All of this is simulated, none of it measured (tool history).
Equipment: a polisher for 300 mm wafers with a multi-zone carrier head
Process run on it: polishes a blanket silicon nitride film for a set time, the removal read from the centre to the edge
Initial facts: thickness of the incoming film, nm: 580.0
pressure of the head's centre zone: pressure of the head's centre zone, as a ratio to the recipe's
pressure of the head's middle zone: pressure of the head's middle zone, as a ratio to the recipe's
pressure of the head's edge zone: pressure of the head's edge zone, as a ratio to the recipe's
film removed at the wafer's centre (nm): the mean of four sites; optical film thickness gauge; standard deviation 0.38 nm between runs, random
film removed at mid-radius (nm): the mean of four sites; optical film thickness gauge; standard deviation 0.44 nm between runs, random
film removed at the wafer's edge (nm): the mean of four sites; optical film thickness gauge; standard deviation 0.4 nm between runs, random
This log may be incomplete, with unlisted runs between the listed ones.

| run | day | flow of slurry (ml/min) | pressure of the head's centre zone | pressure of the head's middle zone | pressure of the head's edge zone | polishing time (s) | film removed at the wafer's centre (nm) | film removed at mid-radius (nm) | film removed at the wafer's edge (nm) |
|---|---|---|---|---|---|---|---|---|---|
| 1 | 0.000 | 215 | 1.00 | 1.00 | 1.00 | 57 | 80.433 | 82.394 | 80.473 |
| 2 | 0.058 | 190 | 1.00 | 1.00 | 1.00 | 57 | 79.532 | 78.425 | 79.284 |
| 3 | 0.342 | 190 | 1.00 | 1.00 | 1.06 | 57 | 79.514 | 80.800 | 80.751 |
| 4 | 0.521 | 190 | 1.00 | 1.00 | 1.06 | 68 | 94.711 | 96.403 | 96.238 |
| 5 | 0.650 | 190 | 1.00 | 1.00 | 1.06 | 79 | 109.360 | 111.150 | 113.580 |
| 6 | 0.871 | 190 | 1.00 | 1.04 | 1.06 | 79 | 110.840 | 112.660 | 112.870 |

What does the tool deliver on the next run?
| 7 | 1.004 | 170 | 1.04 | 0.97 | 1.07 | 66 | ? | ? | ? |

Logged for run 7: film removed at the wafer's centre (nm) 93.945, film removed at mid-radius (nm) 87.836, film removed at the wafer's edge (nm) 94.253.

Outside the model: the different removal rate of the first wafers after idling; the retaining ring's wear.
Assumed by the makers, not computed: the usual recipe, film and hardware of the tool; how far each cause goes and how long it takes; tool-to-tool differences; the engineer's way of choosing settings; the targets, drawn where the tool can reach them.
